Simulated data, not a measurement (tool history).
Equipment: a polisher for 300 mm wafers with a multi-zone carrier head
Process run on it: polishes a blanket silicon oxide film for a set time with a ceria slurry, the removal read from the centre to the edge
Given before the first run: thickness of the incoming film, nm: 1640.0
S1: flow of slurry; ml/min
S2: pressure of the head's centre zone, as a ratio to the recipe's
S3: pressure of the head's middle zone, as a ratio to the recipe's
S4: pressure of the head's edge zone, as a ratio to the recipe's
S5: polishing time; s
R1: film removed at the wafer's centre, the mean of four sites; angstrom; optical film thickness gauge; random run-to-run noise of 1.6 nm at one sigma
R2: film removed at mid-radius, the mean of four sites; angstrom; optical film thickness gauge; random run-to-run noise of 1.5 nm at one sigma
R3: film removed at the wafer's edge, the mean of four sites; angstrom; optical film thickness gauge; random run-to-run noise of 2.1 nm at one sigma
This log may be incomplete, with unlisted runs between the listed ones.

run,hour,S1,S2,S3,S4,S5,R1,R2,R3
1,0.0,290,1.00,1.00,1.00,40,1436.6,1408.2,1356.1
2,2.0,290,1.00,0.93,1.00,40,1414.8,1329.7,1360.3
3,4.4,295,1.02,0.93,1.01,40,1479.7,1319.3,1397.6
4,7.7,295,0.96,0.93,1.01,40,1385.9,1333.6,1411.4
5,9.4,305,0.99,0.93,1.02,40,1438.8,1342.9,1437.8
6,12.8,320,1.01,0.93,1.02,40,1444.2,1326.9,1418.8
7,16.7,320,1.03,0.93,1.03,40,1480.9,1311.1,1414.4
8,20.8,320,1.04,0.94,1.04,40,1489.5,1361.1,1424.3
9,26.1,320,1.06,0.93,1.05,40,1531.9,1334.1,1453.9
10,29.3,320,1.07,0.93,1.05,40,1544.1,1334.0,1427.0
11,30.5,320,1.07,0.93,1.05,40,1557.5,1357.0,1379.4
12,39.4,330,1.08,0.92,1.06,40,1569.2,1322.0,1403.6
13,42.0,330,1.09,0.92,1.07,40,1582.7,1338.5,1450.5

For run 14, what comes out?
14,45.7,330,1.10,0.92,1.08,40,?,?,?

R1: 1582.0 angstrom
R2: 1349.3 angstrom
R3: 1476.8 angstrom
